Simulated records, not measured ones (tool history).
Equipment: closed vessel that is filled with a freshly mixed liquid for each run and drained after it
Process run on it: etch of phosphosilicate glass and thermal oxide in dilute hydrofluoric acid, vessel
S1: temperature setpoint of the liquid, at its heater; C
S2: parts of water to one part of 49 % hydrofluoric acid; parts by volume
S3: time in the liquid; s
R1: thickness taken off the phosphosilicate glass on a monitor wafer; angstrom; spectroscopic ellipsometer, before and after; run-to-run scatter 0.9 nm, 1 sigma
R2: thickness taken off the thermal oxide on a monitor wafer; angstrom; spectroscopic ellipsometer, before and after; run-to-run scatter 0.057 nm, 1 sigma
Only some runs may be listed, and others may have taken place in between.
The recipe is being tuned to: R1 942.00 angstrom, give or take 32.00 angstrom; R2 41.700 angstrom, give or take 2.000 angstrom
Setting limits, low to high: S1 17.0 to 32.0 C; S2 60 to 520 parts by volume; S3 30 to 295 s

run 1 hour=0.0 | S1=24.0 S2=290 S3=150 | R1=453.67 R2=19.961
run 2 hour=4.1 | S1=24.0 S2=290 S3=205 | R1=609.31 R2=27.035
run 3 hour=12.4 | S1=26.0 S2=280 S3=205 | R1=686.35 R2=31.237
run 4 hour=17.1 | S1=26.0 S2=280 S3=165 | R1=564.05 R2=24.163
run 5 hour=21.9 | S1=26.5 S2=255 S3=170 | R1=670.94 R2=28.568
run 6 hour=30.9 | S1=27.0 S2=245 S3=175 | R1=727.02 R2=32.139
run 7 hour=36.6 | S1=28.5 S2=240 S3=175 | R1=786.47 R2=35.278
run 8 hour=38.1 | S1=29.0 S2=235 S3=175 | R1=828.56 R2=35.885
run 9 hour=47.3 | S1=29.5 S2=235 S3=175 | R1=840.52 R2=36.068
run 10 hour=54.8 | S1=29.5 S2=230 S3=175 | R1=868.67 R2=38.545

4 candidate next runs follow, results not yet known. Just one meets every target within its allowed miss. Identify it.
run A hour=62.3 | S1=31.0 S2=305 S3=215 | R1=? R2=?
run B hour=62.3 | S1=29.5 S2=175 S3=125 | R1=? R2=?
run C hour=62.3 | S1=29.0 S2=205 S3=170 | R1=? R2=?
run D hour=62.3 | S1=30.0 S2=190 S3=140 | R1=? R2=?

move=A R1=762.10 R2=34.285
move=B R1=856.05 R2=38.512
move=C R1=941.38 R2=42.351
move=D R1=882.07 R2=39.683
A: further off than the last run
B: further off than the last run
C: every result within its allowed miss
D: gains on the last run, yet a result remains outside its allowed miss
The right move is C.
